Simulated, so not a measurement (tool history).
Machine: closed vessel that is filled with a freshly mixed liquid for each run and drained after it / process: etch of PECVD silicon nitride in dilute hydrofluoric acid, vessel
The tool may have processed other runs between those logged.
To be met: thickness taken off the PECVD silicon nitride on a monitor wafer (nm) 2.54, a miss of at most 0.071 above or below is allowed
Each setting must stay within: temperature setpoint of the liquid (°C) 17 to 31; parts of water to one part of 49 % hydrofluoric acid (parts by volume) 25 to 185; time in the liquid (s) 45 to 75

run,hour,temperature setpoint of the liquid (°C),parts of water to one part of 49 % hydrofluoric acid (parts by volume),time in the liquid (s),thickness taken off the PECVD silicon nitride on a monitor wafer (nm)
1,0,23,105,75,2.2271
2,3.9,23.5,105,75,2.3027
3,11.9,20.5,105,75,1.8958
4,18.1,18.5,105,75,1.6435
5,20.7,18.5,85,75,2.0074
6,29.9,17,85,75,1.8237
7,35.3,18.5,85,75,2.0187
8,44.3,22.5,85,75,2.638

Which one of the following 5 next-run settings gets every result inside its allowed miss? There is exactly one.
A,53.3,19,65,75,?
B,53.3,21,75,75,?
C,53.3,20,75,75,?
D,53.3,20,70,75,?
E,53.3,22,80,75,?

move,thickness taken off the PECVD silicon nitride on a monitor wafer (nm)
A,2.7279
B,2.7231
C,2.5428
D,2.7198
E,2.7359
A: the biggest miss grows against the last run
B: the biggest miss grows against the last run
C: all results land within tolerance of their targets
D: the biggest miss grows against the last run
E: the biggest miss grows against the last run
Answer: C
